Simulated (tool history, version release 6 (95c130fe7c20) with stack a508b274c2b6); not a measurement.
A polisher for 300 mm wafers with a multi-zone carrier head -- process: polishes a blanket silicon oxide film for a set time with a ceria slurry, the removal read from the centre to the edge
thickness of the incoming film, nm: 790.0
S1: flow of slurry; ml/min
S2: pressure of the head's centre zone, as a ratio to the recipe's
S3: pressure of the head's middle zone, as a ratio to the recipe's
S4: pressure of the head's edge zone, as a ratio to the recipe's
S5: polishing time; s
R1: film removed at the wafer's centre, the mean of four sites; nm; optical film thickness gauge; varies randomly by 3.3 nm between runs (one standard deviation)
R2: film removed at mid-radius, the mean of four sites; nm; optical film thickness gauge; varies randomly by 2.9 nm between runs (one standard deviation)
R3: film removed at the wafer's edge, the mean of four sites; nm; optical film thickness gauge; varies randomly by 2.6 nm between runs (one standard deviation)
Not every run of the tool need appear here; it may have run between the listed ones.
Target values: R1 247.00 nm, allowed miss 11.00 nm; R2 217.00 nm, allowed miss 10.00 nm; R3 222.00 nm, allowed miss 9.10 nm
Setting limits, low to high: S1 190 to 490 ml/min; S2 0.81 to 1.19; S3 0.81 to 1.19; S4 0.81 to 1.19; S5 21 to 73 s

{"run": 1, "hour": 0.0, "S1": 315, "S2": 1.0, "S3": 1.0, "S4": 1.0, "S5": 47, "R1": 275.88, "R2": 277.36, "R3": 273.57}
{"run": 2, "hour": 3.4, "S1": 315, "S2": 1.01, "S3": 0.98, "S4": 0.98, "S5": 46, "R1": 270.23, "R2": 263.93, "R3": 271.94}
{"run": 3, "hour": 11.2, "S1": 315, "S2": 1.03, "S3": 0.99, "S4": 0.98, "S5": 44, "R1": 267.99, "R2": 247.24, "R3": 257.46}
{"run": 4, "hour": 11.9, "S1": 315, "S2": 1.03, "S3": 0.99, "S4": 0.98, "S5": 37, "R1": 222.63, "R2": 217.99, "R3": 214.54}
{"run": 5, "hour": 19.7, "S1": 315, "S2": 1.03, "S3": 0.94, "S4": 0.98, "S5": 37, "R1": 228.42, "R2": 209.39, "R3": 217.6}
{"run": 6, "hour": 24.4, "S1": 280, "S2": 1.03, "S3": 0.94, "S4": 0.98, "S5": 37, "R1": 221.72, "R2": 204.02, "R3": 213.07}
{"run": 7, "hour": 26.2, "S1": 290, "S2": 1.04, "S3": 0.95, "S4": 0.98, "S5": 37, "R1": 222.24, "R2": 209.62, "R3": 215.21}
{"run": 8, "hour": 33.3, "S1": 300, "S2": 1.05, "S3": 0.95, "S4": 0.98, "S5": 37, "R1": 228.85, "R2": 210.18, "R3": 215.87}
{"run": 9, "hour": 38.2, "S1": 305, "S2": 1.06, "S3": 0.95, "S4": 0.98, "S5": 37, "R1": 230.55, "R2": 207.28, "R3": 215.97}
{"run": 10, "hour": 38.9, "S1": 310, "S2": 1.07, "S3": 0.96, "S4": 0.98, "S5": 37, "R1": 232.12, "R2": 211.85, "R3": 215.79}
{"run": 11, "hour": 41.0, "S1": 315, "S2": 1.08, "S3": 0.96, "S4": 0.98, "S5": 37, "R1": 235.59, "R2": 210.08, "R3": 213.55}
{"run": 12, "hour": 48.1, "S1": 315, "S2": 1.08, "S3": 0.96, "S4": 0.98, "S5": 37, "R1": 235.21, "R2": 210.76, "R3": 212.35}
{"run": 13, "hour": 56.4, "S1": 320, "S2": 1.08, "S3": 0.96, "S4": 0.98, "S5": 37, "R1": 237.1, "R2": 210.67, "R3": 220.44}

Exercise: of the 5 proposed moves below, exactly one satisfies all targets within the stated allowed misses. Which move is it?
{"run": "A", "hour": 64.7, "S1": 335, "S2": 1.01, "S3": 0.95, "S4": 1.02, "S5": 38, "R1": "?", "R2": "?", "R3": "?"}
{"run": "B", "hour": 64.7, "S1": 305, "S2": 1.03, "S3": 0.92, "S4": 1.02, "S5": 38, "R1": "?", "R2": "?", "R3": "?"}
{"run": "C", "hour": 64.7, "S1": 360, "S2": 1.03, "S3": 0.95, "S4": 1.03, "S5": 37, "R1": "?", "R2": "?", "R3": "?"}
{"run": "D", "hour": 64.7, "S1": 295, "S2": 1.01, "S3": 0.97, "S4": 1.06, "S5": 38, "R1": "?", "R2": "?", "R3": "?"}
{"run": "E", "hour": 64.7, "S1": 330, "S2": 1.09, "S3": 0.94, "S4": 0.94, "S5": 39, "R1": "?", "R2": "?", "R3": "?"}

move=A R1=224.47 R2=217.84 R3=224.16
move=B R1=227.17 R2=211.67 R3=223.05
move=C R1=224.17 R2=213.16 R3=220.03
move=D R1=222.16 R2=218.86 R3=226.23
move=E R1=248.46 R2=221.66 R3=222.16
A: misses by more than the last run did
B: misses by more than the last run did
C: misses by more than the last run did
D: misses by more than the last run did
E: every result lands within tolerance
The move that meets every target is E.
